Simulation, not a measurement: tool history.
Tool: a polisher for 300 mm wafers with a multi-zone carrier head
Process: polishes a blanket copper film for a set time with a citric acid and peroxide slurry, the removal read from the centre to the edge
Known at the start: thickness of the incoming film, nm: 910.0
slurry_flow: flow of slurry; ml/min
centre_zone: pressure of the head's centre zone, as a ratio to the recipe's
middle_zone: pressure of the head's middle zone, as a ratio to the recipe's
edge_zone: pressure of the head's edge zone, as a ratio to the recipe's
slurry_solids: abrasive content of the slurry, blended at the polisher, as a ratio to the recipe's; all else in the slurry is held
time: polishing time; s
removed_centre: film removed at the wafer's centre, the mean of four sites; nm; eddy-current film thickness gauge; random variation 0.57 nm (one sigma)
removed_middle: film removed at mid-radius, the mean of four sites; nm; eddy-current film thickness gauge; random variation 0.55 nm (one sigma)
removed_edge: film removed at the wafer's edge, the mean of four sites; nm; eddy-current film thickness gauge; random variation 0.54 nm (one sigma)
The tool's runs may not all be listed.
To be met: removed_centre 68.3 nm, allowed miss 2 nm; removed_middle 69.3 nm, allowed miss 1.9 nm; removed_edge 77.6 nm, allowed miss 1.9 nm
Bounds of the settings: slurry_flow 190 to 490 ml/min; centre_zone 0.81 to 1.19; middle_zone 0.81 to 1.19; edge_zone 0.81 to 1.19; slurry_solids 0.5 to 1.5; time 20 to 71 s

run  hour  slurry_flow  centre_zone  middle_zone  edge_zone  slurry_solids  time  removed_centre  removed_middle  removed_edge
  1     0          315            1            1          1              1    45          129.31          130.37        131.99
  2   2.2          300         0.95         0.95       0.96           0.85    40          106.87          107.35        109.44
  3   4.9          370         0.95         0.95       0.96           0.85    40          106.74           109.3        110.77
  4  12.3          370         0.95         0.88       0.96           0.85    40          107.99          104.94         111.5
  5    18          370         0.95         0.88       0.96           0.75    40          105.05          101.76        106.81
  6  20.6          350         0.91         0.86       0.98           0.65    36          88.397          87.006        95.705
  7  29.5          265         0.82         0.81       0.88            0.5    30          62.143          64.474        70.464
  8  34.3          300         0.83         0.82       0.91            0.5    30          64.711          65.348        72.152
  9  42.5          315         0.83         0.83       0.94            0.5    30          63.862            66.1        73.238
 10    44          330         0.84         0.84       0.96            0.5    30          65.041           66.91        73.947
 11    49          335         0.85         0.85       0.98            0.5    30          64.633          68.156        74.363
 12  53.3          345         0.86         0.84       0.99            0.5    30          67.204          67.571        75.376

5 next moves are on the table. One of them brings every result within its allowed miss. Which?
  A  57.6          410          0.9         0.81       0.94            0.5    29               ?               ?             ?
  B  57.6          325         0.96         0.88       1.02            0.5    29               ?               ?             ?
  C  57.6          290         0.92         0.84       0.94            0.5    29               ?               ?             ?
  D  57.6          395         0.93         0.88       1.02            0.5    28               ?               ?             ?
  E  57.6          475         0.84         0.82       0.96            0.5    31               ?               ?             ?

move  removed_centre  removed_middle  removed_edge
   A          67.878          64.489        72.609
   B          70.218           66.76        74.121
   C          67.078          64.208        71.095
   D          67.144          65.422        72.381
   E          69.356          70.132        78.864
A: further off than the last run
B: further off than the last run
C: further off than the last run
D: further off than the last run
E: meets every target
Answer: E

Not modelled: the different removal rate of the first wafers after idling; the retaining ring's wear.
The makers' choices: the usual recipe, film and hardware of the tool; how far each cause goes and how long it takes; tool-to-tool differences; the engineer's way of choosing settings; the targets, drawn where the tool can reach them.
